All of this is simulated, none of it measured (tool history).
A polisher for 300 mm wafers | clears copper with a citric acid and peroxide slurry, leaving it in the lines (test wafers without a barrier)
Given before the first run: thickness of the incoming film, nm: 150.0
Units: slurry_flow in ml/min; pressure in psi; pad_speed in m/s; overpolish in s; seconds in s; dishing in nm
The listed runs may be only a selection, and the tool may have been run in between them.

run  hour  slurry_flow  pressure  pad_speed  slurry_solids  overpolish  seconds  dishing
  1   0.0          270       2.0       0.94            1.0           9  104.070   10.711
  2   2.9          270       2.4       0.94            1.0           9   90.777   12.054
  3   6.1          270       2.6       0.98            1.0           9   81.094   12.755
  4  12.0          270       2.3       0.98            1.0           9   89.778   11.478
  5  13.7          270       2.5       1.00            1.0           9   82.642   12.737
  6  19.3          270       2.5       1.18            1.0           9   69.212   15.667
  7  19.9          270       2.6       1.18            1.0           9   68.256   15.779

What does the tool deliver on the next run?
  8  27.2          270       2.7       1.18            1.0           9        ?        ?

seconds: 66.523 s
dishing: 15.558 nm

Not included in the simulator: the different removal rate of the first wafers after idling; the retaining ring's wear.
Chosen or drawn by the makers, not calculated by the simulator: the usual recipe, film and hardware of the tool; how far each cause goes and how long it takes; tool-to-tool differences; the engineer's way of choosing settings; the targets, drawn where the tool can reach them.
